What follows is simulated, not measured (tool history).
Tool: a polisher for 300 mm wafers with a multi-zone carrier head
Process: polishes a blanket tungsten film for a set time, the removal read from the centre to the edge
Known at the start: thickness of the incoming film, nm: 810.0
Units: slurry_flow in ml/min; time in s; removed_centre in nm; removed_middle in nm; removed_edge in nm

run  hour  slurry_flow  centre_zone  middle_zone  edge_zone  slurry_solids  time  removed_centre  removed_middle  removed_edge
  1   0.0          315         1.00         1.00       1.00           1.00    67          312.42          318.68        329.45
  2   6.6          315         1.00         1.00       1.00           1.00    77          367.67          367.12        380.40
  3  12.6          325         1.01         1.03       1.01           1.10    78          385.20          397.64        394.86
  4  16.0          325         1.01         1.03       0.93           1.10    78          388.45          390.92        382.89
     23.3  -- slurry nozzle cleaned
  5  23.3          325         1.01         0.97       0.93           1.10    78          401.44          381.61        388.49
  6  30.5          325         1.01         0.97       0.93           1.10    61          308.03          302.50        303.02
  7  34.0          335         1.02         1.00       0.95           1.15    64          330.81          328.47        325.77
  8  36.2          350         1.03         1.03       0.97           1.20    66          345.95          349.97        343.11
  9  37.9          350         1.03         1.03       0.97           1.20    66          358.88          350.82        346.92
 10  42.1          350         1.03         1.05       0.97           1.25    68          363.54          377.60        356.69
 11  49.6          380         1.13         1.15       1.07           1.50    80          483.64          483.79        457.02
 12  53.4          385         1.12         1.16       1.06           1.50    80          494.03          492.69        461.74

The next listed run, before its measurement:
 13  61.0          385         1.11         1.16       1.05           1.50    80               ?               ?             ?

{"run 13": {"removed_centre": 480.07, "removed_middle": 504.47, "removed_edge": 455.05}}
